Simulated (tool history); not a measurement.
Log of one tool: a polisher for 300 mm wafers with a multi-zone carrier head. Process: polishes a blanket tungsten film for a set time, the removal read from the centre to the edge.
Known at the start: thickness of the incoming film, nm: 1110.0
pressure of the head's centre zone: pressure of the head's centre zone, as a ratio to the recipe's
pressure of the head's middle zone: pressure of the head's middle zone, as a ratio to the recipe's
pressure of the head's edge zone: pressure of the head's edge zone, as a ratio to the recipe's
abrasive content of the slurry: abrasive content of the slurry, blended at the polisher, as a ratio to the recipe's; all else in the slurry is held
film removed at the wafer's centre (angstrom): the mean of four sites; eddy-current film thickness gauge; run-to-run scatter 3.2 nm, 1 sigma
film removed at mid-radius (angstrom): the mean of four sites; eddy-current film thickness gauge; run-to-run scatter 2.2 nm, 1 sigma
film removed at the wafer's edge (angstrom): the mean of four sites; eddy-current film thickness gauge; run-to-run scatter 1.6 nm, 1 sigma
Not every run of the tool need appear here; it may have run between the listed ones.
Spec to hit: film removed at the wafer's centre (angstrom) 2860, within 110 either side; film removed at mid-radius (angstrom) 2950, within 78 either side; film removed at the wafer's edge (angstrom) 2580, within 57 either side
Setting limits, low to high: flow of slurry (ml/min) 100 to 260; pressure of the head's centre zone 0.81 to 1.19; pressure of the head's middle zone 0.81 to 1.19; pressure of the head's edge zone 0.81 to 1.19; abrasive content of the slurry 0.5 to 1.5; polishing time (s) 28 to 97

run,day,flow of slurry (ml/min),pressure of the head's centre zone,pressure of the head's middle zone,pressure of the head's edge zone,abrasive content of the slurry,polishing time (s),film removed at the wafer's centre (angstrom),film removed at mid-radius (angstrom),film removed at the wafer's edge (angstrom)
1,0,165,1,1,1,1,62,3008.7,3151.8,3182.2
2,0.179,165,0.95,1,1,1,62,2899.3,3184.7,3180.8
3,0.542,165,0.95,1,1,1.05,62,2962.3,3174.5,3209.4
4,0.854,160,0.97,1,0.98,1,62,3013.1,3114.3,3134.4
5,0.925,145,0.97,1,0.98,1,62,2850.8,3119.9,3093.1
6,1.275,145,0.98,1,0.96,0.95,62,2959.4,3070.7,2995.1
7,1.367,110,0.94,1.05,0.86,0.85,61,2513,2949.3,2699.1
8,1.404,110,0.95,1.05,0.85,0.85,61,2560.8,2955.3,2640.1
9,1.504,110,0.96,1.05,0.85,0.85,61,2643.1,2884.8,2670.4
10,1.596,110,0.97,1.06,0.85,0.85,61,2627.4,2950.3,2629.2
11,1.871,110,0.98,1.06,0.85,0.85,61,2641.9,2946.6,2675
12,2.242,115,0.99,1.06,0.85,0.85,61,2722.4,2975.1,2669.8

Below are 4 possible settings for the next run. Only one of them brings all results inside the allowed miss of their targets. Which is it?
A,2.612,175,1.01,1.04,0.81,0.5,64,?,?,?
B,2.612,115,0.93,1.04,0.91,0.95,61,?,?,?
C,2.612,150,0.96,1.1,0.91,0.85,56,?,?,?
D,2.612,100,1.02,1.04,0.87,1,61,?,?,?

move,film removed at the wafer's centre (angstrom),film removed at mid-radius (angstrom),film removed at the wafer's edge (angstrom)
A,2790.4,2965,2598
B,2577.6,3001.8,2821.3
C,2505.9,2932.2,2607
D,2781.1,2959.6,2746.6
A: every result lands within tolerance
B: further off than the last run
C: the furthest-off result lands on target, but another misses its tolerance
D: further off than the last run
So the answer is move A, the one that meets all the targets.
